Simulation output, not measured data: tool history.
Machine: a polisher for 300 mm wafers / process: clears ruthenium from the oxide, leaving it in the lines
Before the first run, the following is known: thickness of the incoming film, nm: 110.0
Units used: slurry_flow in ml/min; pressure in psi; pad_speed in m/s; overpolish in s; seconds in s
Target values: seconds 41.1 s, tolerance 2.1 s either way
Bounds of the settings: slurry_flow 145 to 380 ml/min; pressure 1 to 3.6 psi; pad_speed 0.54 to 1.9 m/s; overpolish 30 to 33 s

run,hour,slurry_flow,pressure,pad_speed,overpolish,seconds
1,0,245,2.3,1.22,30,58.675
2,5.6,270,2.3,1.22,30,59.249
3,6.7,270,2.3,1.22,33,59.001
4,10.5,315,2.3,1.22,33,56.917
5,17.7,315,2.3,1.04,33,66.534
6,24.4,315,2.6,1.06,33,56.918
7,25.5,315,2.8,1.06,33,55.12
8,27.1,315,3,1.08,33,49.871

Pick the move, out of 4, that brings all results within their allowed miss; only one does.
A,28.7,295,3.2,1.34,33,?
B,28.7,380,3.1,1.38,33,?
C,28.7,355,3.1,1.38,30,?
D,28.7,375,3.2,1.24,30,?

move,seconds
A,38.212
B,37.487
C,37.681
D,40.373
A: takes the result that was furthest off past its target
B: takes the result that was furthest off past its target
C: takes the result that was furthest off past its target
D: each result inside its tolerance
So the answer is move D, the one that meets all the targets.
